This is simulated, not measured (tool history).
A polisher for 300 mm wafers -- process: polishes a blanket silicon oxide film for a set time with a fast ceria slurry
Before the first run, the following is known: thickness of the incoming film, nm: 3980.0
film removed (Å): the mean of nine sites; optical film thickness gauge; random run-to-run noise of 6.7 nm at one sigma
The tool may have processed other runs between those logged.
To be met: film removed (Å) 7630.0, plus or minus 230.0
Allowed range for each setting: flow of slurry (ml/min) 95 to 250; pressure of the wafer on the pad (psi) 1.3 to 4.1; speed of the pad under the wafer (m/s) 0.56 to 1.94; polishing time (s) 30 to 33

run,hour,flow of slurry (ml/min),pressure of the wafer on the pad (psi),speed of the pad under the wafer (m/s),polishing time (s),film removed (Å)
1,0.0,160,2.7,1.24,33,4979.3
2,8.9,160,2.7,1.24,33,5042.6
3,15.9,160,2.7,1.24,30,4528.0
4,18.6,165,2.9,1.24,30,4816.3
5,21.3,165,3.1,1.26,30,4995.0
6,22.9,165,3.2,1.30,30,5394.5
7,30.1,195,3.9,1.32,30,6360.7
8,33.2,195,3.9,1.32,30,6325.2
9,36.2,195,3.9,1.34,30,6442.4
10,40.6,215,4.1,1.46,30,7320.9

Exactly one of the 4 candidate moves below puts every result within its allowed miss. Which one?
A,45.0,190,3.9,1.52,30,?
B,45.0,185,3.7,1.44,32,?
C,45.0,200,4.1,1.64,30,?
D,45.0,250,3.4,1.72,30,?

move,film removed (Å)
A,7120.5
B,6924.9
C,7996.2
D,7589.1
A: the biggest miss grows against the last run
B: the biggest miss grows against the last run
C: pushes the last run's worst result past its target
D: meets every target
Correct choice: D, which meets every target
